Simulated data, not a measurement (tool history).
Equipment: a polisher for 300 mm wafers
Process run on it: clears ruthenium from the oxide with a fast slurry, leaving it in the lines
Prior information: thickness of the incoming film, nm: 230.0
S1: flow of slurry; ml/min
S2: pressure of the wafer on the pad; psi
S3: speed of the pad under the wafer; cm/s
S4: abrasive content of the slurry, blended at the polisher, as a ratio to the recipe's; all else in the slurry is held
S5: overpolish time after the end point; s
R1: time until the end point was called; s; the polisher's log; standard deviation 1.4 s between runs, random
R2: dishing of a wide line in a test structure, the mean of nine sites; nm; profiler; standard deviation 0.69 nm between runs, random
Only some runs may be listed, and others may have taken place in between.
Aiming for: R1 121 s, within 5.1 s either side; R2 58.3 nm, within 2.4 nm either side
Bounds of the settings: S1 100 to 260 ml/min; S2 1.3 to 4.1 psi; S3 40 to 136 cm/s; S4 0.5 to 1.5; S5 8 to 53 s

run	day	S1	S2	S3	S4	S5	R1	R2
1	0	165	2.7	88	1	27	61.722	68.599
2	0.192	160	2.5	86	1	29	68.627	68.038
3	0.254	160	2.5	86	1	33	69.692	75.72
4	0.558	160	1.9	86	1	33	86.993	59.652
5	0.792	160	1.9	86	1.1	33	84.804	62.45
6	1.138	185	1.9	86	1.1	33	83.494	63.758
7	1.408	185	1.8	84	1.1	34	87.363	60.643
8	1.642	180	1.7	82	1.1	35	94.517	59.795
9	1.917	180	1.6	80	1.1	36	103.92	57.81
10	2.246	180	1.6	80	1.1	37	104.61	59.893
11	2.458	170	1.4	80	1.1	39	114.6	55.002

4 next moves are on the table. One of them brings every result within its allowed miss. Which?
A	2.671	155	1.5	86	1.05	39	?	?
B	2.671	125	1.6	66	1.3	43	?	?
C	2.671	150	1.4	86	1.15	39	?	?
D	2.671	165	1.5	74	1.1	48	?	?

move	R1	R2
A	108.46	61.011
B	124.39	59.013
C	111.23	59.726
D	120.66	66.366
A: takes the result that was furthest off past its target
B: in spec on every target
C: corrects the largest miss of the last run, while another result sits out of spec
D: takes the result that was furthest off past its target
Answer: B
